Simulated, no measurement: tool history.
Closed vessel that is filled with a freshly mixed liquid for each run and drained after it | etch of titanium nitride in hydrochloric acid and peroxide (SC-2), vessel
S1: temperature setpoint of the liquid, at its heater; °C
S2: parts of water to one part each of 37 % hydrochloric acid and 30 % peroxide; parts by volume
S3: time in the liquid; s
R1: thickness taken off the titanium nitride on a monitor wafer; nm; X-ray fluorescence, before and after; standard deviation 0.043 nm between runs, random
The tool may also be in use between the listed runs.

run 1 hour=0 | S1=50 S2=6.5 S3=395 | R1=10.879
run 2 hour=2.8 | S1=48.5 S2=6.5 S3=395 | R1=9.8313
run 3 hour=5.8 | S1=52 S2=6.5 S3=395 | R1=12.543
run 4 hour=11.5 | S1=50 S2=6.5 S3=395 | R1=10.919
run 5 hour=16.1 | S1=54.5 S2=6.5 S3=395 | R1=14.571
run 6 hour=21.5 | S1=52 S2=6.5 S3=395 | R1=12.387
run 7 hour=28.6 | S1=50 S2=6.5 S3=395 | R1=10.913
run 8 hour=34.4 | S1=48.5 S2=6.5 S3=395 | R1=9.8843
run 9 hour=38.4 | S1=47 S2=6.5 S3=395 | R1=8.8691
run 10 hour=41.8 | S1=46 S2=6.5 S3=395 | R1=8.2416
run 11 hour=49.2 | S1=45.5 S2=6.5 S3=395 | R1=7.9131
run 12 hour=50.9 | S1=45 S2=6.5 S3=395 | R1=7.5976

The next listed run, before its measurement:
run 13 hour=57.1 | S1=44.5 S2=6.5 S3=395 | R1=?

R1: 7.4091 nm

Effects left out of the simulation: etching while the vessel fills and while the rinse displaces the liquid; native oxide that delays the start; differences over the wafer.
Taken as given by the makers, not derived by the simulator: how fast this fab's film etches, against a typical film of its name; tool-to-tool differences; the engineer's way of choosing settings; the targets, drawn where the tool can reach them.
